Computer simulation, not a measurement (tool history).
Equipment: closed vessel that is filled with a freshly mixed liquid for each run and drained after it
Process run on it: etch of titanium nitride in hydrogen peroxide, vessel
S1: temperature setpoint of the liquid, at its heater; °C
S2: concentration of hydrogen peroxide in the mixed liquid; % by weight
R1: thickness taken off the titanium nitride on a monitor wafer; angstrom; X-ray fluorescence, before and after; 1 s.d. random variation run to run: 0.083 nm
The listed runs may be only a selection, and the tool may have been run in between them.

Run 1, hour 0.0: S1 47.0 °C, S2 17 % by weight, time in the liquid (s) 685. Result: R1 157.690 angstrom.
Run 2, hour 5.4: S1 45.0 °C, S2 17 % by weight, time in the liquid (s) 685. Result: R1 136.690 angstrom.
Run 3, hour 13.0: S1 43.5 °C, S2 17 % by weight, time in the liquid (s) 685. Result: R1 122.240 angstrom.
Run 4, hour 22.1: S1 43.5 °C, S2 17 % by weight, time in the liquid (s) 500. Result: R1 88.896 angstrom.
Run 5, hour 31.8: S1 44.0 °C, S2 17 % by weight, time in the liquid (s) 500. Result: R1 92.378 angstrom.
Run 6, hour 33.9: S1 44.0 °C, S2 17 % by weight, time in the liquid (s) 685. Result: R1 125.550 angstrom.
Run 7, hour 41.3: S1 43.0 °C, S2 17 % by weight, time in the liquid (s) 685. Result: R1 118.210 angstrom.

Run 8 has not been measured yet. What should we expect?
Run 8, hour 47.3: S1 42.0 °C, S2 17 % by weight, time in the liquid (s) 685. Result: R1 ?.

Run 8 came out at R1 107.830 angstrom.
